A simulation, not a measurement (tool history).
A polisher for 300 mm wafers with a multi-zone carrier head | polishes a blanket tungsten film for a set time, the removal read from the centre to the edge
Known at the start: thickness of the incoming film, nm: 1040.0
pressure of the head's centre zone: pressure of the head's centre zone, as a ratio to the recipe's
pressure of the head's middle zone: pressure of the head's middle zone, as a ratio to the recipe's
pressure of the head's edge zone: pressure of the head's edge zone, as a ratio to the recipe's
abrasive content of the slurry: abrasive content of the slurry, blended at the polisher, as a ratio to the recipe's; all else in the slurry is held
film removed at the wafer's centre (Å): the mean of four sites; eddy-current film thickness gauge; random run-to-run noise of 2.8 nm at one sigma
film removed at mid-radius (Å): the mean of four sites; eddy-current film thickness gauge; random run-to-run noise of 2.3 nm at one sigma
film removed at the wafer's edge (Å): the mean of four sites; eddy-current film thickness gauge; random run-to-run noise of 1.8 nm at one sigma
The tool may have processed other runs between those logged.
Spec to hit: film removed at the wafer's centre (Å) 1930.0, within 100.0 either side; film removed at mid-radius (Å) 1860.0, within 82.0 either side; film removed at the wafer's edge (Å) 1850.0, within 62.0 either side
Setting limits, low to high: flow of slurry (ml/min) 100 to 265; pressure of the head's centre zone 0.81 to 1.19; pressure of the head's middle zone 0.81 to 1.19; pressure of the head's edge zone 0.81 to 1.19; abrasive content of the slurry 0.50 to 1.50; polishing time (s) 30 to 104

run,hour,flow of slurry (ml/min),pressure of the head's centre zone,pressure of the head's middle zone,pressure of the head's edge zone,abrasive content of the slurry,polishing time (s),film removed at the wafer's centre (Å),film removed at mid-radius (Å),film removed at the wafer's edge (Å)
1,0.0,170,1.00,1.00,1.00,1.00,67,1954.9,1972.2,2126.0
2,1.1,170,1.00,0.95,1.00,1.00,67,2037.3,1950.4,2101.7
3,4.7,170,1.00,0.87,1.00,1.00,67,2034.6,1810.4,2127.6
4,13.5,140,1.00,0.87,1.00,1.00,67,1885.9,1726.0,2043.6
5,21.5,140,1.00,0.84,1.00,1.00,67,1871.7,1716.5,2043.8
6,24.1,140,1.07,0.84,1.00,1.00,67,2013.7,1684.8,2036.8
7,26.3,140,1.07,0.87,0.97,1.00,67,2000.6,1739.9,2010.3
8,32.5,140,1.07,0.89,0.95,1.00,67,2044.5,1755.6,1981.0
9,38.1,130,0.99,0.99,0.88,0.90,66,1814.9,1801.5,1840.6

Of the 5 settings listed for the next run, only one would bring every result within its allowed miss of target. Which one?
A,43.7,130,0.97,1.04,0.94,0.80,69,?,?,?
B,43.7,160,1.19,0.96,0.86,1.00,61,?,?,?
C,43.7,105,1.11,0.97,0.85,0.75,69,?,?,?
D,43.7,100,0.95,0.98,0.95,1.10,67,?,?,?
E,43.7,135,1.07,1.01,0.90,1.00,64,?,?,?

move,film removed at the wafer's centre (Å),film removed at mid-radius (Å),film removed at the wafer's edge (Å)
A,1818.1,2002.1,1942.6
B,2099.6,1792.6,1775.4
C,1887.0,1755.7,1772.5
D,1662.2,1794.1,1886.3
E,1921.6,1891.2,1844.7
A: the biggest miss grows against the last run
B: takes the result that was furthest off past its target
C: brings the last run's worst result on target, with another outside its allowed miss
D: the biggest miss grows against the last run
E: hits every target within its allowed miss
The right move is E.
